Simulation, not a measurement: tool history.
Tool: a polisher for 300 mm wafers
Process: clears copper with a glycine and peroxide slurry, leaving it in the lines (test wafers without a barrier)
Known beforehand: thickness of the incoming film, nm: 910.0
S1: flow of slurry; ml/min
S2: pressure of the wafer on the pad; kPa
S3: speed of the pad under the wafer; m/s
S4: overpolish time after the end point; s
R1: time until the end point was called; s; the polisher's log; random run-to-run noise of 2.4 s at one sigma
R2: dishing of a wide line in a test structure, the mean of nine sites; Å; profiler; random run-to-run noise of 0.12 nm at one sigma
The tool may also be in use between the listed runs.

{"run": 1, "hour": 0.0, "S1": 265, "S2": 20.7, "S3": 1.22, "S4": 8, "R1": 116.44, "R2": 372.32}
{"run": 2, "hour": 5.8, "S1": 265, "S2": 20.7, "S3": 1.22, "S4": 5, "R1": 120.17, "R2": 249.01}
{"run": 3, "hour": 6.4, "S1": 265, "S2": 20.7, "S3": 1.44, "S4": 5, "R1": 101.43, "R2": 288.01}
{"run": 4, "hour": 8.3, "S1": 265, "S2": 24.8, "S3": 1.44, "S4": 5, "R1": 87.341, "R2": 329.2}
{"run": 5, "hour": 16.3, "S1": 265, "S2": 21.4, "S3": 1.44, "S4": 5, "R1": 101.99, "R2": 292.24}
{"run": 6, "hour": 17.0, "S1": 285, "S2": 20.7, "S3": 1.3, "S4": 4, "R1": 115.59, "R2": 218.19}
{"run": 7, "hour": 20.0, "S1": 305, "S2": 19.3, "S3": 1.3, "S4": 4, "R1": 121.83, "R2": 206.4}
{"run": 8, "hour": 24.8, "S1": 320, "S2": 17.9, "S3": 1.3, "S4": 4, "R1": 122.66, "R2": 196.47}

The next listed run, before its measurement:
{"run": 9, "hour": 26.6, "S1": 335, "S2": 16.5, "S3": 1.28, "S4": 4, "R1": "?", "R2": "?"}

Run 9 came out at R1 137.160 s, R2 180.95 Å.
